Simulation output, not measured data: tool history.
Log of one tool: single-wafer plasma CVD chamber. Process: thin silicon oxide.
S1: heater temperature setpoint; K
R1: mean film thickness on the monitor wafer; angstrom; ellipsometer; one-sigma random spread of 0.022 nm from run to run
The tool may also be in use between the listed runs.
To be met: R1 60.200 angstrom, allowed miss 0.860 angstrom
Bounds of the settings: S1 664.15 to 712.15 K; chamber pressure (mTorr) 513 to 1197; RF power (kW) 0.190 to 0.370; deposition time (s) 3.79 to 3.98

run 1 day=0.000 | S1=688.15 chamber_pressure_(mTorr)=855 RF_power_(kW)=0.280 deposition_time_(s)=3.98 | R1=68.559
run 2 day=0.308 | S1=683.15 chamber_pressure_(mTorr)=855 RF_power_(kW)=0.280 deposition_time_(s)=3.98 | R1=68.466
run 3 day=0.525 | S1=683.15 chamber_pressure_(mTorr)=963 RF_power_(kW)=0.280 deposition_time_(s)=3.98 | R1=73.606
run 4 day=0.579 | S1=683.15 chamber_pressure_(mTorr)=926 RF_power_(kW)=0.280 deposition_time_(s)=3.98 | R1=71.762
run 5 day=0.729 | S1=679.15 chamber_pressure_(mTorr)=926 RF_power_(kW)=0.280 deposition_time_(s)=3.98 | R1=72.393
run 6 day=0.792 | S1=679.15 chamber_pressure_(mTorr)=807 RF_power_(kW)=0.280 deposition_time_(s)=3.98 | R1=66.716
run 7 day=0.817 | S1=679.15 chamber_pressure_(mTorr)=788 RF_power_(kW)=0.280 deposition_time_(s)=3.98 | R1=65.851
run 8 day=0.904 | S1=679.15 chamber_pressure_(mTorr)=771 RF_power_(kW)=0.280 deposition_time_(s)=3.98 | R1=65.312
run 9 day=1.017 | S1=679.15 chamber_pressure_(mTorr)=755 RF_power_(kW)=0.280 deposition_time_(s)=3.98 | R1=63.977
run 10 day=1.338 | S1=679.15 chamber_pressure_(mTorr)=744 RF_power_(kW)=0.280 deposition_time_(s)=3.98 | R1=63.744

Pick the move, out of 4, that brings all results within their allowed miss; only one does.
run A day=1.658 | S1=670.15 chamber_pressure_(mTorr)=894 RF_power_(kW)=0.235 deposition_time_(s)=3.79 | R1=?
run B day=1.658 | S1=675.15 chamber_pressure_(mTorr)=750 RF_power_(kW)=0.275 deposition_time_(s)=3.79 | R1=?
run C day=1.658 | S1=681.15 chamber_pressure_(mTorr)=747 RF_power_(kW)=0.250 deposition_time_(s)=3.81 | R1=?
run D day=1.658 | S1=664.15 chamber_pressure_(mTorr)=858 RF_power_(kW)=0.265 deposition_time_(s)=3.98 | R1=?

move=A R1=63.284
move=B R1=60.135
move=C R1=58.165
move=D R1=67.909
A: closes in on the targets versus the last run, not all within tolerance yet
B: all results land within tolerance of their targets
C: takes the result that was furthest off past its target
D: the biggest miss grows against the last run
Go with B: it meets all targets.
